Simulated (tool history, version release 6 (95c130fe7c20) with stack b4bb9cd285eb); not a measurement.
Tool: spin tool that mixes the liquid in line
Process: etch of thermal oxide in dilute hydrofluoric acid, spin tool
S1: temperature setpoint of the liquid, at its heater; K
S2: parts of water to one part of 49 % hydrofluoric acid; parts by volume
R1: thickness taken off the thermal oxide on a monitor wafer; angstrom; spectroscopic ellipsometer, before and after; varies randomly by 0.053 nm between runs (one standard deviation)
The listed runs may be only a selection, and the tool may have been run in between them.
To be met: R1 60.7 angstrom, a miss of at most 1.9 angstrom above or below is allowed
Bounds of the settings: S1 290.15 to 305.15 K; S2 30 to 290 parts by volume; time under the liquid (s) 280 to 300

run 1 hour=0 | S1=297.15 S2=160 time_under_the_liquid_(s)=280 | R1=80.618
run 2 hour=2.9 | S1=294.65 S2=160 time_under_the_liquid_(s)=280 | R1=72.476
run 3 hour=6.5 | S1=293.65 S2=160 time_under_the_liquid_(s)=280 | R1=70.545
run 4 hour=12.5 | S1=292.65 S2=160 time_under_the_liquid_(s)=280 | R1=68.151
run 5 hour=15.7 | S1=292.15 S2=160 time_under_the_liquid_(s)=280 | R1=66.741
run 6 hour=21.3 | S1=292.15 S2=160 time_under_the_liquid_(s)=300 | R1=71.115
run 7 hour=26.5 | S1=291.65 S2=165 time_under_the_liquid_(s)=300 | R1=68.23
run 8 hour=31.2 | S1=291.15 S2=165 time_under_the_liquid_(s)=300 | R1=66.364
-- hour=32.1 thermometer replaced
run 9 hour=32.1 | S1=290.65 S2=165 time_under_the_liquid_(s)=300 | R1=69.051

Which one of the following 4 next-run settings gets every result inside its allowed miss? There is exactly one.
run A hour=33 | S1=292.15 S2=180 time_under_the_liquid_(s)=295 | R1=?
run B hour=33 | S1=290.15 S2=170 time_under_the_liquid_(s)=300 | R1=?
run C hour=33 | S1=290.15 S2=160 time_under_the_liquid_(s)=280 | R1=?
run D hour=33 | S1=292.65 S2=185 time_under_the_liquid_(s)=280 | R1=?

move=A R1=65.714
move=B R1=65.949
move=C R1=66.025
move=D R1=61.588
A: gains on the last run, yet a result remains outside its allowed miss
B: gains on the last run, yet a result remains outside its allowed miss
C: gains on the last run, yet a result remains outside its allowed miss
D: every result lands within tolerance
Move D is the one to make.
